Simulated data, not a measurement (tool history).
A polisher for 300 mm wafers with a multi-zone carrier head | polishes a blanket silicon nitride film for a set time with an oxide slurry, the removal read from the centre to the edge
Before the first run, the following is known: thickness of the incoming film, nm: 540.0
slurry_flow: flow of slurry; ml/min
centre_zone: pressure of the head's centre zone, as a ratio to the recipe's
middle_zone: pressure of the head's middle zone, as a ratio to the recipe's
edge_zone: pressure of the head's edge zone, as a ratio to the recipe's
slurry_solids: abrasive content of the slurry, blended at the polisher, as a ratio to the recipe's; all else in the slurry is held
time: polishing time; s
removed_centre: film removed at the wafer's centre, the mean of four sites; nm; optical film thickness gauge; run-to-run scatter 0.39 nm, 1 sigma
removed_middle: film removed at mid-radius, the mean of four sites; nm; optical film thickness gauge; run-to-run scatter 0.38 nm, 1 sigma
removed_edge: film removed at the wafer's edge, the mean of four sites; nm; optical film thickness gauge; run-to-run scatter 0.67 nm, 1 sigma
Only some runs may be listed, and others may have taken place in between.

run,day,slurry_flow,centre_zone,middle_zone,edge_zone,slurry_solids,time,removed_centre,removed_middle,removed_edge
1,0.000,195,1.00,1.00,1.00,1.00,86,44.210,44.812,44.112
2,0.346,195,1.00,1.00,1.00,0.85,86,40.049,40.696,40.131
3,0.575,195,1.03,1.00,1.00,0.85,86,41.147,41.255,41.411
4,0.804,195,1.03,1.00,0.96,0.85,86,41.187,41.083,39.710
5,1.096,165,1.03,1.00,0.96,0.85,86,41.076,39.685,39.655
6,1.412,175,1.01,1.05,1.02,0.95,87,42.618,44.572,43.923
7,1.479,200,1.01,1.09,1.06,1.00,87,45.154,48.197,46.270
8,1.533,210,0.98,1.12,1.09,1.05,87,45.728,51.352,48.551
9,1.575,210,0.98,1.12,1.09,1.05,87,44.710,51.348,48.366
10,1.808,220,0.97,1.14,1.11,1.10,87,46.322,53.571,50.062
11,2.079,230,0.96,1.15,1.13,1.15,87,46.843,54.862,51.854
12,2.246,235,0.95,1.16,1.13,1.20,87,47.831,56.683,54.105

What does the tool deliver on the next run?
13,2.538,240,0.94,1.17,1.11,1.25,87,?,?,?

{"run 13": {"removed_centre": 48.22, "removed_middle": 58.258, "removed_edge": 53.698}}
